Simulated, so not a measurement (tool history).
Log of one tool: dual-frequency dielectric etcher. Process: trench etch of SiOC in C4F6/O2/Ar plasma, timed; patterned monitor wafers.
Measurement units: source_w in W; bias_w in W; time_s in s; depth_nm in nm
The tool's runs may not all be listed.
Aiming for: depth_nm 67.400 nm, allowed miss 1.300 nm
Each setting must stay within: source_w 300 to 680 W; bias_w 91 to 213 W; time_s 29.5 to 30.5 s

Run 1, hour 0.0: source_w 490 W, bias_w 152 W, time_s 29.5 s. Result: depth_nm 58.832 nm.
Run 2, hour 3.2: source_w 520 W, bias_w 154 W, time_s 29.5 s. Result: depth_nm 60.201 nm.
Run 3, hour 10.4: source_w 440 W, bias_w 154 W, time_s 29.5 s. Result: depth_nm 57.511 nm.
Run 4, hour 11.6: source_w 470 W, bias_w 159 W, time_s 29.5 s. Result: depth_nm 58.823 nm.
Run 5, hour 17.6: source_w 500 W, bias_w 163 W, time_s 29.5 s. Result: depth_nm 59.999 nm.
Run 6, hour 19.7: source_w 500 W, bias_w 163 W, time_s 29.5 s. Result: depth_nm 60.109 nm.
Run 7, hour 21.2: source_w 530 W, bias_w 167 W, time_s 29.5 s. Result: depth_nm 61.319 nm.
Run 8, hour 26.4: source_w 550 W, bias_w 171 W, time_s 29.5 s. Result: depth_nm 62.412 nm.
Run 9, hour 33.7: source_w 570 W, bias_w 174 W, time_s 29.5 s. Result: depth_nm 63.788 nm.
Run 10, hour 39.7: source_w 580 W, bias_w 176 W, time_s 29.5 s. Result: depth_nm 64.016 nm.
Run 11, hour 41.4: source_w 590 W, bias_w 178 W, time_s 29.5 s. Result: depth_nm 64.724 nm.
Run 12, hour 44.7: source_w 600 W, bias_w 179 W, time_s 29.5 s. Result: depth_nm 64.668 nm.
Run 13, hour 49.6: source_w 610 W, bias_w 181 W, time_s 29.5 s. Result: depth_nm 65.378 nm.

Exactly one of the 5 candidate moves below puts every result within its allowed miss. Which one?
Run A, hour 54.5: source_w 610 W, bias_w 168 W, time_s 30.0 s. Result: depth_nm ?.
Run B, hour 54.5: source_w 460 W, bias_w 183 W, time_s 30.5 s. Result: depth_nm ?.
Run C, hour 54.5: source_w 560 W, bias_w 180 W, time_s 29.5 s. Result: depth_nm ?.
Run D, hour 54.5: source_w 540 W, bias_w 177 W, time_s 30.5 s. Result: depth_nm ?.
Run E, hour 54.5: source_w 620 W, bias_w 183 W, time_s 30.0 s. Result: depth_nm ?.

move  depth_nm
   A    65.228
   B    62.834
   C    63.733
   D    64.971
   E    66.943
A: lands further from the targets than the last run did
B: lands further from the targets than the last run did
C: lands further from the targets than the last run did
D: lands further from the targets than the last run did
E: in spec on every target
Move E is the one to make.
